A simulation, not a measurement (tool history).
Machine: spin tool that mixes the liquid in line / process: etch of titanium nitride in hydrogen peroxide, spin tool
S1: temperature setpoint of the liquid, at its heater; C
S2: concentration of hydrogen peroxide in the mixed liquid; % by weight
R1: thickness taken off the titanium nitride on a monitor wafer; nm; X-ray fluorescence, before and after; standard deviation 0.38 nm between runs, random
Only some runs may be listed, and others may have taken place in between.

Run 1, hour 0: S1 55 C, S2 19 % by weight, time under the liquid (s) 265. Result: R1 32.308 nm.
Run 2, hour 3.5: S1 55 C, S2 19 % by weight, time under the liquid (s) 285. Result: R1 34.483 nm.
Run 3, hour 5.6: S1 58 C, S2 19 % by weight, time under the liquid (s) 285. Result: R1 41.991 nm.
Run 4, hour 14.5: S1 52 C, S2 19 % by weight, time under the liquid (s) 285. Result: R1 27.936 nm.
Run 5, hour 15.6: S1 48.5 C, S2 19 % by weight, time under the liquid (s) 285. Result: R1 21.633 nm.
Run 6, hour 17.9: S1 48.5 C, S2 21.5 % by weight, time under the liquid (s) 285. Result: R1 22.295 nm.
Run 7, hour 19.6: S1 53 C, S2 21.5 % by weight, time under the liquid (s) 285. Result: R1 30.791 nm.

The next listed run, before its measurement:
Run 8, hour 26.5: S1 56.5 C, S2 21.5 % by weight, time under the liquid (s) 285. Result: R1 ?.

R1: 39.186 nm
